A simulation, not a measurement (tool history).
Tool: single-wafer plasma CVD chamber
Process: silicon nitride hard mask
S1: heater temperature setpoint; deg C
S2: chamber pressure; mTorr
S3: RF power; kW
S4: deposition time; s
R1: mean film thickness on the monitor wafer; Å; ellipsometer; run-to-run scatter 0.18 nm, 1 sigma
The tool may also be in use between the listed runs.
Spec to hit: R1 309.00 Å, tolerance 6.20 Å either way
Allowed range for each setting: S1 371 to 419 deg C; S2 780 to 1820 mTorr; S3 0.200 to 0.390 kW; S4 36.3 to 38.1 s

| run | day | S1 | S2 | S3 | S4 | R1 |
|---|---|---|---|---|---|---|
| 1 | 0.000 | 395 | 1300 | 0.295 | 38.1 | 362.71 |
| 2 | 0.058 | 395 | 1070 | 0.295 | 38.1 | 345.37 |
| 3 | 0.258 | 395 | 1070 | 0.335 | 38.1 | 377.09 |
| 4 | 0.292 | 395 | 1070 | 0.355 | 38.1 | 395.29 |
| 5 | 0.588 | 395 | 1020 | 0.335 | 37.9 | 370.08 |
| 6 | 0.825 | 395 | 1020 | 0.335 | 36.3 | 353.00 |
| 7 | 0.950 | 395 | 970 | 0.325 | 36.3 | 342.92 |
| 8 | 1.058 | 395 | 930 | 0.320 | 36.3 | 336.16 |
| 9 | 1.225 | 395 | 900 | 0.315 | 36.3 | 326.14 |
| 10 | 1.383 | 395 | 870 | 0.315 | 36.3 | 319.22 |
| 11 | 1.700 | 395 | 870 | 0.315 | 36.3 | 322.44 |
| 12 | 2.029 | 395 | 850 | 0.315 | 36.3 | 318.60 |

Which single option among these 5 for the next run brings every result within its allowed miss of target? Just one does.
| A | 2.358 | 393 | 960 | 0.290 | 36.3 | ? |
| B | 2.358 | 390 | 870 | 0.320 | 36.5 | ? |
| C | 2.358 | 401 | 970 | 0.305 | 37.0 | ? |
| D | 2.358 | 403 | 870 | 0.305 | 37.6 | ? |
| E | 2.358 | 406 | 910 | 0.290 | 38.1 | ? |

| move | R1 |
|---|---|
| A | 311.15 |
| B | 326.20 |
| C | 329.99 |
| D | 322.26 |
| E | 318.81 |
A: hits every target within its allowed miss
B: lands further from the targets than the last run did
C: lands further from the targets than the last run did
D: lands further from the targets than the last run did
E: roughly where the last run was
Go with A: it meets all targets.

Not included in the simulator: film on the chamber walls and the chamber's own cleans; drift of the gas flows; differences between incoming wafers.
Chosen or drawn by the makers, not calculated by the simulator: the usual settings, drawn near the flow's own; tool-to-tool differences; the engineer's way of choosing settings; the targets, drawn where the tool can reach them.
